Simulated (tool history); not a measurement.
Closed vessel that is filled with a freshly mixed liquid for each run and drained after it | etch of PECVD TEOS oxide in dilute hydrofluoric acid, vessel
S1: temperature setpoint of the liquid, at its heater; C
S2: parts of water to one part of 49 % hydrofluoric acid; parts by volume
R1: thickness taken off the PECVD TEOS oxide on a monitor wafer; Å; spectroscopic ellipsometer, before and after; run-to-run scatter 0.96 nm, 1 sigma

run 1 day=0.000 | S1=23.0 S2=120 time_in_the_liquid_(s)=835 | R1=1084.0
run 2 day=0.196 | S1=24.5 S2=110 time_in_the_liquid_(s)=835 | R1=1274.1
run 3 day=0.271 | S1=24.5 S2=80 time_in_the_liquid_(s)=835 | R1=1815.0
run 4 day=0.600 | S1=24.5 S2=50 time_in_the_liquid_(s)=835 | R1=3003.4
run 5 day=0.712 | S1=23.5 S2=50 time_in_the_liquid_(s)=835 | R1=2890.1
run 6 day=0.867 | S1=22.5 S2=50 time_in_the_liquid_(s)=835 | R1=2781.5

Run 7 has not been measured yet. What should we expect?
run 7 day=0.908 | S1=22.0 S2=50 time_in_the_liquid_(s)=835 | R1=?

R1: 2717.5 Å
